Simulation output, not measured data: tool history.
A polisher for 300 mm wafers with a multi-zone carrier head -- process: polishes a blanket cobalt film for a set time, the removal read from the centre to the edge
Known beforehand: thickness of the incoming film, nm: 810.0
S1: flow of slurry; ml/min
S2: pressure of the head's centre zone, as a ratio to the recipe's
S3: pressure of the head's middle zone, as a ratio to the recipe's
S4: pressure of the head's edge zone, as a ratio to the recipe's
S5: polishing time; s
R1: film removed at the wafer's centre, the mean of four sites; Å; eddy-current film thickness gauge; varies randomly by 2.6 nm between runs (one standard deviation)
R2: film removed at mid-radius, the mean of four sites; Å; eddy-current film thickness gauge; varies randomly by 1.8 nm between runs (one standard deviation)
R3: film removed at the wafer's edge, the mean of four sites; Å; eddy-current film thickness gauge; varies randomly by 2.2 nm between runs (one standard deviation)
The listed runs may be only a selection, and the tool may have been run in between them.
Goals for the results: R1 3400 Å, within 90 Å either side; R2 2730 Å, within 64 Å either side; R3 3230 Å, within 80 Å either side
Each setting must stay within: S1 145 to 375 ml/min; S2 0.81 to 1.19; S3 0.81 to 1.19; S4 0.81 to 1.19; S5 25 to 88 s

run	hour	S1	S2	S3	S4	S5	R1	R2	R3
1	0	240	1	1	1	56	2541.4	2392.9	2464.9
2	9	245	1.01	0.99	1.02	57	2604.7	2430.4	2530.1
3	15.1	245	1.01	0.99	1.02	44	2003	1873.6	1964.4
4	20.7	245	1.01	0.99	1.06	44	2021.2	1858.7	1992
5	25.7	245	1.02	0.98	1.08	47	2177.6	1976.9	2145.9
6	26.7	245	1.03	0.97	1.09	49	2288.7	2052.1	2266
7	29.5	250	1.04	0.97	1.1	51	2406.3	2148.9	2333.7
8	33.1	245	1.05	0.96	1.11	53	2528.3	2199.4	2441.5
9	34	245	1.06	0.95	1.12	55	2620.9	2250.3	2553.8

5 next moves are on the table. One of them brings every result within its allowed miss. Which?
A	34.9	235	1.04	0.99	1.04	67	?	?	?
B	34.9	260	1.02	0.89	1.13	69	?	?	?
C	34.9	310	1.04	1.12	1.07	60	?	?	?
D	34.9	205	1.03	0.88	1.09	71	?	?	?
E	34.9	225	1.06	0.86	1.07	71	?	?	?

move	R1	R2	R3
A	3150.7	2855.3	3010.1
B	3218.9	2748.3	3262.5
C	2912.8	2887.2	2787.7
D	3244.5	2729.6	3230.1
E	3381.8	2714.8	3228
A: nearer the targets than the last run, but a result is still out of spec
B: nearer the targets than the last run, but a result is still out of spec
C: nearer the targets than the last run, but a result is still out of spec
D: nearer the targets than the last run, but a result is still out of spec
E: meets every target
The move that meets every target is E.

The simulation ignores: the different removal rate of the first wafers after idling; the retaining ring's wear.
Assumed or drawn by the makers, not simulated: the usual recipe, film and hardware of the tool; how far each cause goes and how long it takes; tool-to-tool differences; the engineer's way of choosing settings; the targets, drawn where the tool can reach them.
